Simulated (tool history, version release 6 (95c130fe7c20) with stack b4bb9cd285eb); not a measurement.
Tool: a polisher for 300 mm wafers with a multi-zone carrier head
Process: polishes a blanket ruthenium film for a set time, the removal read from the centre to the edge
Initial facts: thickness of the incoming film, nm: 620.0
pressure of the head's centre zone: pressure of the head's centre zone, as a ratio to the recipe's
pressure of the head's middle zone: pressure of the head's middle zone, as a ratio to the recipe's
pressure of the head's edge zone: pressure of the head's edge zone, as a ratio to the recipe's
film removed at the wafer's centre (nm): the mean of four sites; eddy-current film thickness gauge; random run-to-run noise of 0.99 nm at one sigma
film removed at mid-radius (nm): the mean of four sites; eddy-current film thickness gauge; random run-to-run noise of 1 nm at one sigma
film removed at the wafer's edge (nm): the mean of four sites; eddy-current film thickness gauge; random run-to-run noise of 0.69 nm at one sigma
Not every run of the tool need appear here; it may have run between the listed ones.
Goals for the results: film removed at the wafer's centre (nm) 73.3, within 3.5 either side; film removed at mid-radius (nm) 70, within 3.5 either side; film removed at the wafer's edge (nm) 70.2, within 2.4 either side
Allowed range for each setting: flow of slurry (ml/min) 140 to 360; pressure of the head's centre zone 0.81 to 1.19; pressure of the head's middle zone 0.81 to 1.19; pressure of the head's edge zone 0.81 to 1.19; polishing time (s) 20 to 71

| run | hour | flow of slurry (ml/min) | pressure of the head's centre zone | pressure of the head's middle zone | pressure of the head's edge zone | polishing time (s) | film removed at the wafer's centre (nm) | film removed at mid-radius (nm) | film removed at the wafer's edge (nm) |
|---|---|---|---|---|---|---|---|---|---|
| 1 | 0 | 230 | 1 | 1 | 1 | 45 | 54.771 | 59.029 | 56.595 |
| 2 | 3.3 | 240 | 1.04 | 1 | 1.04 | 47 | 59.732 | 61.5 | 61.499 |
| 3 | 4.4 | 250 | 1.08 | 1.02 | 1.06 | 48 | 61.816 | 64.363 | 63.318 |
| 4 | 5.2 | 255 | 1.11 | 1.01 | 1.06 | 49 | 65.6 | 65.452 | 65.367 |
| 5 | 13.9 | 255 | 1.11 | 0.93 | 1.06 | 49 | 64.957 | 61.513 | 64.619 |
| 6 | 18.5 | 255 | 1.02 | 0.93 | 1.06 | 49 | 62.926 | 59.891 | 64.531 |
| 7 | 20.3 | 270 | 1.06 | 0.95 | 1.05 | 50 | 65.575 | 64.302 | 66.94 |
| 8 | 23.7 | 280 | 1.1 | 0.95 | 1.04 | 50 | 67.158 | 63.71 | 66.482 |
| 9 | 28.8 | 285 | 1.12 | 0.97 | 1.04 | 51 | 69.113 | 65.748 | 67.605 |

Of the 4 settings listed for the next run, only one would bring every result within its allowed miss of target. Which one?
| A | 33.9 | 240 | 1.19 | 1 | 1 | 58 | ? | ? | ? |
| B | 33.9 | 360 | 1.19 | 0.81 | 0.93 | 55 | ? | ? | ? |
| C | 33.9 | 300 | 1.18 | 1 | 0.99 | 60 | ? | ? | ? |
| D | 33.9 | 240 | 1.1 | 0.94 | 0.93 | 56 | ? | ? | ? |

| move | film removed at the wafer's centre (nm) | film removed at mid-radius (nm) | film removed at the wafer's edge (nm) |
|---|---|---|---|
| A | 80.873 | 76.199 | 74.401 |
| B | 79.729 | 62.923 | 70.48 |
| C | 85.078 | 80.532 | 77.874 |
| D | 73.263 | 69.875 | 69.688 |
A: pushes the last run's worst result past its target
B: the biggest miss grows against the last run
C: pushes the last run's worst result past its target
D: meets every target
The right move is D.
